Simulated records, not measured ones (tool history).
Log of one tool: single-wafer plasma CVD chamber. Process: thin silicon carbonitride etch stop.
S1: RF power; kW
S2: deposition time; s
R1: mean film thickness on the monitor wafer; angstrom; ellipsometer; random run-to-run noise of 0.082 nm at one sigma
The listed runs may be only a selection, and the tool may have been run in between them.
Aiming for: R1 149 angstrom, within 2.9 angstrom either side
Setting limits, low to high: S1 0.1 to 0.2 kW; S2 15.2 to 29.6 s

run	hour	S1	S2	R1
1	0	0.15	22.4	118.88
2	7.5	0.15	19.9	105.41
3	12.6	0.165	19.9	108.31
4	21.5	0.15	19.9	105.72
5	29.4	0.15	22.5	119.93
6	32.5	0.16	23.6	126.85
7	41	0.165	24.6	133.85
8	41.7	0.17	25.2	137.14
9	49.5	0.185	27.2	151.08

Next run, 4 choices. One meets every target within its allowed miss, the rest don't. Which?
A	57.3	0.2	27.1	?
B	57.3	0.16	28.8	?
C	57.3	0.19	27.3	?
D	57.3	0.2	26.2	?

move	R1
A	153.94
B	154.43
C	153.01
D	148.82
A: the biggest miss grows against the last run
B: the biggest miss grows against the last run
C: the biggest miss grows against the last run
D: all results land within tolerance of their targets
The move that meets every target is D.
